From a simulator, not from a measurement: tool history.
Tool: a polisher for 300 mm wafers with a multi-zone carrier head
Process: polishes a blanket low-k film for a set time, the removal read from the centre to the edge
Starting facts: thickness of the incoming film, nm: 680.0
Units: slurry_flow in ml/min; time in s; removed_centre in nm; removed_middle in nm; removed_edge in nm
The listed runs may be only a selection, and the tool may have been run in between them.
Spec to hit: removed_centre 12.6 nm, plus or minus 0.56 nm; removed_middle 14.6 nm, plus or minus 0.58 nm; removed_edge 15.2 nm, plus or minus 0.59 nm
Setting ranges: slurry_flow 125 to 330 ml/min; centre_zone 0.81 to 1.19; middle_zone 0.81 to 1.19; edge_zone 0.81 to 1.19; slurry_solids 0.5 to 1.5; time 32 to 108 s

run,hour,slurry_flow,centre_zone,middle_zone,edge_zone,slurry_solids,time,removed_centre,removed_middle,removed_edge
1,0,210,1,1,1,1,70,27.103,29.121,27.971
2,1.8,205,0.98,0.99,0.99,0.95,67,25.05,26.359,26.272
3,7,205,0.98,0.99,0.99,0.8,67,21.947,24.16,23.933
4,9.9,205,0.97,0.99,0.98,0.75,65,20.488,22.581,22.048
5,12.1,185,0.97,0.99,0.98,0.75,65,19.733,22.171,21.516
6,14,180,0.96,0.98,0.97,0.7,64,18.856,20.824,20.318
# hour 21.9: slurry nozzle cleaned
7,21.9,175,0.95,0.97,0.97,0.7,63,18.944,20.417,20.417
8,27.5,165,0.85,0.96,1,0.5,44,9.0956,11.121,11.352
9,31.7,170,0.86,0.97,1.02,0.5,44,9.4167,11.525,11.596
10,38,175,0.87,0.97,1.04,0.5,44,9.5841,11.344,11.376
11,39.2,170,0.87,0.97,1.03,0.55,44,10.082,12.271,12.464

Which one of the following 5 next-run settings gets every result inside its allowed miss? There is exactly one.
A,40.4,200,0.94,0.9,0.96,0.5,59,?,?,?
B,40.4,210,0.93,1.02,1,0.5,52,?,?,?
C,40.4,275,0.81,0.86,0.9,0.55,54,?,?,?
D,40.4,175,0.91,0.94,1.04,0.75,46,?,?,?
E,40.4,125,0.84,0.81,1.05,0.85,46,?,?,?

move,removed_centre,removed_middle,removed_edge
A,14.008,15.067,15.309
B,12.327,14.861,13.767
C,12.43,14.91,15.179
D,13.621,15.736,16.008
E,12.354,13.842,16.373
A: meets the target for the result that was furthest off, but another lies outside its allowed miss
B: moves toward the targets from the last run without getting all of them in spec
C: every result within its allowed miss
D: carries the result that was furthest off beyond its target, to the other side
E: carries the result that was furthest off beyond its target, to the other side
Answer: C

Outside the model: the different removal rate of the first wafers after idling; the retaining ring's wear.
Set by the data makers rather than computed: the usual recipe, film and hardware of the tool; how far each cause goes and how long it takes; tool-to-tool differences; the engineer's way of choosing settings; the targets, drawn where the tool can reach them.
